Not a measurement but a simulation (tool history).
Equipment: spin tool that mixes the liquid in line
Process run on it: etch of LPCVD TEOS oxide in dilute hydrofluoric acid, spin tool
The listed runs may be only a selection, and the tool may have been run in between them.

run  hour  temperature setpoint of the liquid (°C)  parts of water to one part of 49 % hydrofluoric acid (parts by volume)  time under the liquid (s)  thickness taken off the LPCVD TEOS oxide on a monitor wafer (Å)
  1   0.0                                     22.0                                                                     175                        100                                                           98.358
  2   4.0                                     24.0                                                                     175                        100                                                          104.540
  3   9.4                                     22.0                                                                     200                        100                                                           82.663
  4  17.3                                     20.5                                                                     220                        100                                                           69.920
  5  21.1                                     20.5                                                                     220                        100                                                           70.674
  6  28.1                                     20.5                                                                     220                        100                                                           71.607
  7  32.4                                     19.5                                                                     235                        100                                                           61.633
  8  34.1                                     19.0                                                                     245                        100                                                           57.171

What will run 9 give?
  9  36.6                                     18.5                                                                     250                        100                                                                ?

{"run 9": {"thickness taken off the LPCVD TEOS oxide on a monitor wafer (Å)": 56.324}}
